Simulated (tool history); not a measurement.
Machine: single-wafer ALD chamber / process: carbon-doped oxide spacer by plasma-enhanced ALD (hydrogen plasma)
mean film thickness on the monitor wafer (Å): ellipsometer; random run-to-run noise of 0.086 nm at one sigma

run  hour  heater temperature setpoint (°C)  number of ALD cycles (cycles)  mean film thickness on the monitor wafer (Å)
  1     0                               380                            303                                        137.91
  2   1.6                               374                            303                                        138.68
  3   9.1                               374                            312                                        142.18
  4    13                               374                            320                                        145.23
  5  18.7                               366                            320                                        145.49
  6  24.9                               373                            320                                         146.1
  7  30.2                               373                            326                                         148.2
  8  35.2                               373                            331                                        149.87
  9  36.4                               373                            336                                         154.5
 10  37.1                               373                            338                                        153.77

Run 11 is up next; what results do you expect?
 11  41.3                               373                            341                                             ?

{"run 11": {"mean film thickness on the monitor wafer (Å)": 156.12}}

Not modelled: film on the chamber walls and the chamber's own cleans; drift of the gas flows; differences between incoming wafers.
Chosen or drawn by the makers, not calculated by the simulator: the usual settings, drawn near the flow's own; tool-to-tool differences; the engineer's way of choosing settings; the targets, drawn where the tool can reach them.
